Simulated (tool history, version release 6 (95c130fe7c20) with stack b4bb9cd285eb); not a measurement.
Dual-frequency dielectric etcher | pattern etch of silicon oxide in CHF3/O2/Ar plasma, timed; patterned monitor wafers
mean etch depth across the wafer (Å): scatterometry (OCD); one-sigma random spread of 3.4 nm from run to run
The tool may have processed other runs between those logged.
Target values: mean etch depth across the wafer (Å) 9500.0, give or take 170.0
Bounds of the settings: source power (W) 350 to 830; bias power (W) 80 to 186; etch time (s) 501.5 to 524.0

run	hour	source power (W)	bias power (W)	etch time (s)	mean etch depth across the wafer (Å)
1	0.0	590	133	501.5	8579.5
2	4.5	490	133	501.5	8010.0
3	12.0	490	133	501.5	7931.9
4	18.9	490	133	501.5	7912.7
5	24.4	590	133	501.5	8532.5
6	30.5	550	133	501.5	8320.3
7	39.1	670	142	502.5	9253.0
8	47.5	680	142	502.5	9286.4

Of the 5 settings listed for the next run, only one would bring every result within its allowed miss of target. Which one?
A	55.9	710	117	521.5	?
B	55.9	680	134	501.5	?
C	55.9	550	152	512.5	?
D	55.9	690	141	509.0	?
E	55.9	580	157	501.5	?

move	mean etch depth across the wafer (Å)
A	9181.7
B	9139.0
C	9025.0
D	9512.6
E	9130.3
A: its largest miss is bigger than the last run's
B: its largest miss is bigger than the last run's
C: its largest miss is bigger than the last run's
D: every result lands within tolerance
E: its largest miss is bigger than the last run's
So the answer is move D, the one that meets all the targets.
